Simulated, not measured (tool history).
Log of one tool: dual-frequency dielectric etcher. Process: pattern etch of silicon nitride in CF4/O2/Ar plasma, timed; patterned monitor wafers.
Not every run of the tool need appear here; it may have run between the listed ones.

run	hour	source power (W)	bias power (W)	Ar flow (sccm)	CF4 flow (sccm)	etch time (s)	mean etch depth across the wafer (Å)
1	0.0	740	66	88	139	463.5	14697
2	8.6	760	66	88	139	463.5	15085
3	15.5	850	66	88	139	463.5	16707
4	23.9	850	66	88	139	463.5	16664
5	28.5	730	66	88	139	463.5	14635
6	36.7	750	66	88	139	463.5	14948

Run 7 has not been measured yet. What should we expect?
7	39.9	770	66	88	139	463.5	?

Logged for run 7: mean etch depth across the wafer (Å) 15257.
